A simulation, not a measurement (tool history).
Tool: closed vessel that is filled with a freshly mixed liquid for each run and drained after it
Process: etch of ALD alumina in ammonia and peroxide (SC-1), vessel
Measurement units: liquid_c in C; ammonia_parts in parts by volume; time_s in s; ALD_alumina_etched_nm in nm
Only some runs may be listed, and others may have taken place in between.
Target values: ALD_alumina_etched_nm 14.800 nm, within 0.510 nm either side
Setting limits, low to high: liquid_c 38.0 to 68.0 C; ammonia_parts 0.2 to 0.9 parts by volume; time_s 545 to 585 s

| run | hour | liquid_c | ammonia_parts | time_s | ALD_alumina_etched_nm |
|---|---|---|---|---|---|
| 1 | 0.0 | 52.0 | 0.5 | 545 | 28.486 |
| 2 | 4.2 | 55.5 | 0.5 | 545 | 34.559 |
| 3 | 7.2 | 51.0 | 0.5 | 545 | 26.889 |
| 4 | 15.3 | 48.0 | 0.5 | 545 | 22.516 |
| 5 | 22.1 | 48.0 | 0.5 | 585 | 24.252 |
| 6 | 30.3 | 46.0 | 0.5 | 585 | 21.730 |
| 7 | 36.0 | 44.5 | 0.5 | 585 | 19.929 |
| 8 | 38.1 | 43.0 | 0.5 | 585 | 18.569 |
| 9 | 46.2 | 42.0 | 0.5 | 585 | 17.457 |
| 10 | 47.8 | 38.5 | 0.5 | 585 | 13.895 |

Consider the 5 candidate settings below. Which is the only one whose results all fall within their allowed miss of target?
| A | 49.4 | 39.5 | 0.3 | 565 | ? |
| B | 49.4 | 38.5 | 0.6 | 550 | ? |
| C | 49.4 | 41.0 | 0.5 | 585 | ? |
| D | 49.4 | 38.0 | 0.5 | 585 | ? |
| E | 49.4 | 40.0 | 0.4 | 575 | ? |

| move | ALD_alumina_etched_nm |
|---|---|
| A | 13.932 |
| B | 13.655 |
| C | 16.546 |
| D | 13.853 |
| E | 15.012 |
A: about as far from the targets as the last run
B: the biggest miss grows against the last run
C: moves the result that the last run missed by most past its target, out the other side
D: about as far from the targets as the last run
E: all results in spec
Correct choice: E, which meets every target
